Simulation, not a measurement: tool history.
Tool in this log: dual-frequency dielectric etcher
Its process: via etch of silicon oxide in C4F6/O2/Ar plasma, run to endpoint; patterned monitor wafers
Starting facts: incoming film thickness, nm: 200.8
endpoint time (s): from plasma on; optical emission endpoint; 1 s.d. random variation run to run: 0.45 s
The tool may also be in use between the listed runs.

run,hour,bias power (kW),source power (kW),Ar flow (sccm),endpoint time (s)
1,0,0.629,0.42,280,41.261
2,6.6,0.629,0.42,329,41.553
3,7.7,0.629,0.42,287,40.697
4,10.1,0.629,0.42,334,42.059
5,12.5,0.57,0.42,334,44.554
# hour 18.9: Ar flow controller replaced
6,18.9,0.505,0.39,341,48.48

What does the tool deliver on the next run?
7,22,0.462,0.37,347,?

{"run 7": {"endpoint time (s)": 52.052}}
